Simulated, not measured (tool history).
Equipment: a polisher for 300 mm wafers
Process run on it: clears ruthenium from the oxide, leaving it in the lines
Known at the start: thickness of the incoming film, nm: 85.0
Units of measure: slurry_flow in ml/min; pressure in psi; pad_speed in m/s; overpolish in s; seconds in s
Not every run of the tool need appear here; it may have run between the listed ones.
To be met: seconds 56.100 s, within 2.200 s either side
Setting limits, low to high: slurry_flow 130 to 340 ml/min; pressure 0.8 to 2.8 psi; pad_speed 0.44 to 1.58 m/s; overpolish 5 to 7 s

run	hour	slurry_flow	pressure	pad_speed	overpolish	seconds
1	0.0	220	1.8	1.00	7	76.254
2	5.3	220	1.9	1.00	7	71.360
3	14.2	220	1.9	0.82	7	88.786
4	14.9	220	2.1	0.82	7	80.519
5	23.9	220	1.7	0.82	7	98.670
6	29.6	220	2.0	0.82	7	85.267
7	35.7	220	2.2	0.82	7	79.284
8	43.4	225	2.7	0.92	7	58.887

Consider the 5 candidate settings below. Which is the only one whose results all fall within their allowed miss of target?
A	51.1	155	2.6	0.96	5	?
B	51.1	205	2.6	0.92	7	?
C	51.1	255	2.8	0.92	5	?
D	51.1	220	2.7	0.88	7	?
E	51.1	230	2.5	0.88	6	?

move	seconds
A	61.222
B	61.977
C	57.021
D	62.230
E	66.162
A: misses by more than the last run did
B: misses by more than the last run did
C: every result within its allowed miss
D: misses by more than the last run did
E: misses by more than the last run did
Correct choice: C, which meets every target
